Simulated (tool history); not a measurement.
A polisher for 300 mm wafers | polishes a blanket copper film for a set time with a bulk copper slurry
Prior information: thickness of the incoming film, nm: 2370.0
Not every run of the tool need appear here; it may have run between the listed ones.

run  hour  flow of slurry (ml/min)  pressure of the wafer on the pad (psi)  speed of the pad under the wafer (cm/s)  abrasive content of the slurry  polishing time (s)  film removed (Å)
  1   0.0                      270                                     3.4                                      136                             1.0                  25            3464.1
  2   7.1                      270                                     3.8                                      138                             1.0                  25            3910.0
  3  13.5                      270                                     3.8                                      138                             1.1                  25            4066.2
  4  19.3                      325                                     3.8                                      138                             1.1                  25            3978.4
  5  26.4                      325                                     3.8                                      138                             1.1                  25            4069.8
  6  34.5                      325                                     3.8                                      138                             1.0                  25            3999.3
  7  39.1                      325                                     3.8                                      138                             1.0                  25            4086.0
  8  47.2                      325                                     4.1                                      138                             1.0                  25            4384.3
  9  54.4                      325                                     4.3                                      138                             1.0                  25            4361.7

Forecast run 10:
 10  56.3                      325                                     4.6                                      140                             1.0                  25                 ?

{"run 10": {"film removed (Å)": 4820.5}}
